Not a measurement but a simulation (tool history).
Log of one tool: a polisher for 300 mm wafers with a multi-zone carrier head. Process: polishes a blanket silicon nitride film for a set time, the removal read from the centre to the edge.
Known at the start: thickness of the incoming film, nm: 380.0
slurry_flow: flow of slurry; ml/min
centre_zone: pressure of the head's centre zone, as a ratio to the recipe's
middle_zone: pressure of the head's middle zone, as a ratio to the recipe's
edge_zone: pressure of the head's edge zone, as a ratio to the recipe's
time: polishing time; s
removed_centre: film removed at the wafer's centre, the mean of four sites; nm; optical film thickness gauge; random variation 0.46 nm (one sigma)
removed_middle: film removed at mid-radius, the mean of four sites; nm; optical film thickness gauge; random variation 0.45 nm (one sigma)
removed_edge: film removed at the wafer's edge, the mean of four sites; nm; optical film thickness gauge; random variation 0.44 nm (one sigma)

| run | hour | slurry_flow | centre_zone | middle_zone | edge_zone | time | removed_centre | removed_middle | removed_edge |
|---|---|---|---|---|---|---|---|---|---|
| 1 | 0.0 | 215 | 1.00 | 1.00 | 1.00 | 51 | 104.810 | 108.610 | 108.360 |
| 2 | 3.1 | 220 | 1.03 | 0.99 | 0.94 | 42 | 89.142 | 90.008 | 85.027 |
| 3 | 12.1 | 220 | 1.03 | 0.99 | 0.87 | 42 | 90.747 | 89.400 | 83.556 |
| 4 | 21.0 | 225 | 1.04 | 0.97 | 0.86 | 37 | 79.722 | 76.533 | 73.898 |
| 5 | 26.0 | 215 | 1.06 | 0.97 | 0.84 | 34 | 75.781 | 70.450 | 65.943 |
| 6 | 30.9 | 215 | 1.06 | 0.89 | 0.84 | 34 | 74.561 | 65.849 | 66.637 |
| 7 | 39.8 | 195 | 1.06 | 0.91 | 0.83 | 33 | 70.501 | 64.071 | 63.472 |

Forecast run 8:
| 8 | 43.1 | 180 | 1.07 | 0.92 | 0.82 | 33 | ? | ? | ? |

Run 8 gave removed_centre 70.643 nm, removed_middle 63.939 nm, removed_edge 62.185 nm.
